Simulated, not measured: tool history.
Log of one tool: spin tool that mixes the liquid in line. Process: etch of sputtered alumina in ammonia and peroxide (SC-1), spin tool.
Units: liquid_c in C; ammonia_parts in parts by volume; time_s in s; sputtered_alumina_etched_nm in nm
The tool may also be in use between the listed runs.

| run | hour | liquid_c | ammonia_parts | time_s | sputtered_alumina_etched_nm |
|---|---|---|---|---|---|
| 1 | 0.0 | 58.0 | 0.75 | 75 | 5.9012 |
| 2 | 0.6 | 54.5 | 0.75 | 75 | 4.8936 |
| 3 | 2.9 | 52.0 | 0.65 | 70 | 3.9518 |
| 4 | 7.0 | 50.0 | 0.55 | 70 | 3.4825 |
| 5 | 11.6 | 48.5 | 0.50 | 65 | 2.9617 |
| 6 | 19.2 | 48.5 | 0.25 | 65 | 2.7786 |
| 7 | 27.1 | 47.0 | 0.25 | 65 | 2.5366 |
| 8 | 27.8 | 46.0 | 0.25 | 65 | 2.4038 |
| 9 | 32.1 | 45.0 | 0.25 | 65 | 2.2488 |
| 10 | 33.2 | 45.0 | 0.25 | 65 | 2.2877 |

The next listed run, before its measurement:
| 11 | 38.2 | 44.5 | 0.25 | 65 | ? |

sputtered_alumina_etched_nm: 2.2187 nm

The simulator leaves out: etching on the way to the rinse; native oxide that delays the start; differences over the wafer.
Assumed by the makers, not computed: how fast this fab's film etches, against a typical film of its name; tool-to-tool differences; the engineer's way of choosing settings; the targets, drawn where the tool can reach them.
